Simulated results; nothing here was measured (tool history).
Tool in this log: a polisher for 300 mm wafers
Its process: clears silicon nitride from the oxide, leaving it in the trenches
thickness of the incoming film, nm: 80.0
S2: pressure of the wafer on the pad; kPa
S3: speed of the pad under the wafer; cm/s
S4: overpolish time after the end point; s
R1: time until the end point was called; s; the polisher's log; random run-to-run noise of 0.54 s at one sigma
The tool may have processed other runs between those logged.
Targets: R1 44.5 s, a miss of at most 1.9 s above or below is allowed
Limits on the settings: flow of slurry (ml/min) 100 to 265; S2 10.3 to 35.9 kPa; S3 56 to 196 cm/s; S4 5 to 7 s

Run 1, day 0: flow of slurry (ml/min) 170, S2 22.8 kPa, S3 126 cm/s, S4 7 s. Result: R1 68.783 s.
Run 2, day 0.354: flow of slurry (ml/min) 170, S2 24.8 kPa, S3 126 cm/s, S4 7 s. Result: R1 65.421 s.
Run 3, day 0.542: flow of slurry (ml/min) 170, S2 26.9 kPa, S3 126 cm/s, S4 7 s. Result: R1 60.856 s.
Run 4, day 0.742: flow of slurry (ml/min) 170, S2 26.9 kPa, S3 152 cm/s, S4 7 s. Result: R1 49.978 s.
Run 5, day 0.783: flow of slurry (ml/min) 170, S2 27.6 kPa, S3 152 cm/s, S4 7 s. Result: R1 49.634 s.
At day 1.117: head pressure recalibrated.
Run 6, day 1.117: flow of slurry (ml/min) 170, S2 27.6 kPa, S3 152 cm/s, S4 5 s. Result: R1 52.719 s.
Run 7, day 1.462: flow of slurry (ml/min) 170, S2 28.3 kPa, S3 152 cm/s, S4 5 s. Result: R1 52.258 s.
Run 8, day 1.629: flow of slurry (ml/min) 170, S2 28.3 kPa, S3 152 cm/s, S4 5 s. Result: R1 50.982 s.
Run 9, day 1.912: flow of slurry (ml/min) 170, S2 29 kPa, S3 152 cm/s, S4 5 s. Result: R1 51.024 s.
Run 10, day 2.079: flow of slurry (ml/min) 170, S2 29.6 kPa, S3 152 cm/s, S4 5 s. Result: R1 49.464 s.
Run 11, day 2.4: flow of slurry (ml/min) 170, S2 30.3 kPa, S3 152 cm/s, S4 5 s. Result: R1 49.283 s.
Run 12, day 2.533: flow of slurry (ml/min) 170, S2 31 kPa, S3 152 cm/s, S4 5 s. Result: R1 48.661 s.

Exactly one of the 4 candidate moves below puts every result within its allowed miss. Which one?
Run A, day 2.667: flow of slurry (ml/min) 165, S2 31.7 kPa, S3 164 cm/s, S4 7 s. Result: R1 ?.
Run B, day 2.667: flow of slurry (ml/min) 155, S2 32.4 kPa, S3 136 cm/s, S4 6 s. Result: R1 ?.
Run C, day 2.667: flow of slurry (ml/min) 195, S2 30.3 kPa, S3 144 cm/s, S4 5 s. Result: R1 ?.
Run D, day 2.667: flow of slurry (ml/min) 155, S2 31.7 kPa, S3 144 cm/s, S4 5 s. Result: R1 ?.

move      R1
   A   43.89
   B  52.426
   C  50.136
   D  50.392
A: every result lands within tolerance
B: further off than the last run
C: further off than the last run
D: further off than the last run
The right move is A.
